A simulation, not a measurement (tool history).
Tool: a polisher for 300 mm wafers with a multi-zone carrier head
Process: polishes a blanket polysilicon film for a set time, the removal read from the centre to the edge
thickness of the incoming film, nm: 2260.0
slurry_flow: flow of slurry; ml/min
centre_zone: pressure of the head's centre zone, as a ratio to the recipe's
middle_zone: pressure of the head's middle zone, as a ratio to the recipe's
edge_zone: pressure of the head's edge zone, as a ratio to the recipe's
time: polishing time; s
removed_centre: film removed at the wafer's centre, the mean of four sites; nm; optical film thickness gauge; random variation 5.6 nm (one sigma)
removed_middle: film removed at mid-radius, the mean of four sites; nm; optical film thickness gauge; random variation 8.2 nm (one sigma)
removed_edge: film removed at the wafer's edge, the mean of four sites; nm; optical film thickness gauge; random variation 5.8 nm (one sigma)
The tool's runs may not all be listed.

run  hour  slurry_flow  centre_zone  middle_zone  edge_zone  time  removed_centre  removed_middle  removed_edge
  1     0          245            1            1          1    89          636.27          608.75        595.14
  2   6.3          245            1            1       1.08    89          635.69          616.64        622.47
  3  13.6          245         1.06            1       1.08    89          668.85          615.75        616.66
  4    21          240         1.04         1.03       1.03    85          625.47           600.5        586.31
  5  28.8          240         1.04         0.98       1.03    85          619.25           581.1        577.85
  6  31.3          240         1.02         1.01       0.97    83          599.01          576.98        549.38

Run 7 comes next. What will it give?
  7  34.7          235         1.01         1.02       0.93    82               ?               ?             ?

{"run 7": {"removed_centre": 571.94, "removed_middle": 572.02, "removed_edge": 528.62}}
